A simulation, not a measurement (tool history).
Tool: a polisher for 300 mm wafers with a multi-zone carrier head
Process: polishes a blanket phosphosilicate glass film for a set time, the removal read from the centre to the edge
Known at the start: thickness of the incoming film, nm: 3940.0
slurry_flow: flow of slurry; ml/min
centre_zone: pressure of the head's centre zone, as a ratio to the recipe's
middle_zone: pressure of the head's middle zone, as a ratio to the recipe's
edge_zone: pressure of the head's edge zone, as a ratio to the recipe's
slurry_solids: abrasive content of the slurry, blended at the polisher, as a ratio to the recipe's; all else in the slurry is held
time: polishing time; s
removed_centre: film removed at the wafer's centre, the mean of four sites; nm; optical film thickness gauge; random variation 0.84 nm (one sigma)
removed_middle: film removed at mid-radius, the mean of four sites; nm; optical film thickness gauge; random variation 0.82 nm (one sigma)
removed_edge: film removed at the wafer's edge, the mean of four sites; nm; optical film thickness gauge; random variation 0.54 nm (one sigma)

{"run": 1, "day": 0.0, "slurry_flow": 280, "centre_zone": 1.0, "middle_zone": 1.0, "edge_zone": 1.0, "slurry_solids": 1.0, "time": 39, "removed_centre": 169.6, "removed_middle": 169.71, "removed_edge": 173.86}
{"run": 2, "day": 0.321, "slurry_flow": 265, "centre_zone": 0.96, "middle_zone": 0.95, "edge_zone": 0.96, "slurry_solids": 0.85, "time": 32, "removed_centre": 117.87, "removed_middle": 120.44, "removed_edge": 125.87}
{"run": 3, "day": 0.475, "slurry_flow": 265, "centre_zone": 0.96, "middle_zone": 0.95, "edge_zone": 0.9, "slurry_solids": 0.85, "time": 32, "removed_centre": 119.65, "removed_middle": 118.77, "removed_edge": 122.66}
{"run": 4, "day": 0.821, "slurry_flow": 265, "centre_zone": 0.96, "middle_zone": 0.95, "edge_zone": 0.9, "slurry_solids": 0.85, "time": 27, "removed_centre": 101.39, "removed_middle": 103.38, "removed_edge": 103.43}
{"run": 5, "day": 1.112, "slurry_flow": 265, "centre_zone": 0.9, "middle_zone": 0.95, "edge_zone": 0.9, "slurry_solids": 0.85, "time": 27, "removed_centre": 95.907, "removed_middle": 100.75, "removed_edge": 103.53}
{"run": 6, "day": 1.162, "slurry_flow": 260, "centre_zone": 0.88, "middle_zone": 0.91, "edge_zone": 0.87, "slurry_solids": 0.75, "time": 26, "removed_centre": 82.545, "removed_middle": 89.048, "removed_edge": 91.335}
{"run": 7, "day": 1.35, "slurry_flow": 245, "centre_zone": 0.9, "middle_zone": 0.88, "edge_zone": 0.89, "slurry_solids": 0.65, "time": 25, "removed_centre": 75.282, "removed_middle": 74.018, "removed_edge": 79.029}

Forecast run 8:
{"run": 8, "day": 1.583, "slurry_flow": 230, "centre_zone": 0.89, "middle_zone": 0.87, "edge_zone": 0.91, "slurry_solids": 0.65, "time": 25, "removed_centre": "?", "removed_middle": "?", "removed_edge": "?"}

{"run 8": {"removed_centre": 71.095, "removed_middle": 75.066, "removed_edge": 81.403}}

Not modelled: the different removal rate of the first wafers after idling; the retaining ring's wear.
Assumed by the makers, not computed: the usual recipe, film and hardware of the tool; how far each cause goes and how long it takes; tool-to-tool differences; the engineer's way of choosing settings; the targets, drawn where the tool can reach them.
